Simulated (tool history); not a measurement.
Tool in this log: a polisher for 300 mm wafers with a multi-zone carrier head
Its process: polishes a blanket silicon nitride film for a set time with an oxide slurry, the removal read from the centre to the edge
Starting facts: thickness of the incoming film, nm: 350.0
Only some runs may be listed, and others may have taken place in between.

run  hour  flow of slurry (ml/min)  pressure of the head's centre zone  pressure of the head's middle zone  pressure of the head's edge zone  abrasive content of the slurry  polishing time (s)  film removed at the wafer's centre (angstrom)  film removed at mid-radius (angstrom)  film removed at the wafer's edge (angstrom)
  1   0.0                      210                                1.00                                1.00                              1.00                            1.00                  38                                         382.31                                 375.41                                       386.15
  2   3.5                      190                                1.00                                1.00                              1.00                            1.00                  38                                         379.88                                 372.08                                       389.02
  3  11.2                      190                                1.00                                1.00                              1.00                            0.90                  38                                         357.36                                 346.31                                       369.11
  4  17.0                      190                                0.92                                1.00                              1.00                            0.90                  38                                         325.04                                 347.72                                       361.23
  5  22.6                      190                                0.92                                1.00                              1.00                            0.90                  29                                         245.76                                 262.98                                       275.04
  6  24.5                      190                                0.92                                1.00                              1.03                            0.90                  29                                         250.70                                 267.11                                       283.44
  7  28.1                      200                                0.92                                0.98                              0.99                            0.80                  28                                         218.12                                 229.23                                       246.41
  8  31.9                      200                                0.93                                0.96                              0.96                            0.80                  28                                         226.69                                 228.86                                       240.76
  9  36.1                      200                                0.92                                0.93                              0.94                            0.75                  28                                         210.19                                 207.69                                       227.52
 10  42.4                      205                                0.92                                0.92                              0.92                            0.75                  28                                         214.04                                 207.22                                       222.82
 11  51.3                      205                                0.90                                0.90                              0.90                            0.75                  28                                         211.44                                 204.03                                       222.33
 12  55.0                      205                                0.89                                0.89                              0.88                            0.75                  28                                         202.92                                 205.05                                       223.69
 13  57.7                      205                                0.89                                0.88                              0.87                            0.70                  28                                         193.34                                 193.18                                       206.88
 14  59.5                      205                                0.89                                0.88                              0.87                            0.70                  28                                         193.66                                 190.58                                       207.15

For run 15, what comes out?
 15  66.4                      195                                0.89                                0.87                              0.86                            0.70                  28                                              ?                                      ?                                            ?

film removed at the wafer's centre (angstrom): 191.49
film removed at mid-radius (angstrom): 188.59
film removed at the wafer's edge (angstrom): 205.13
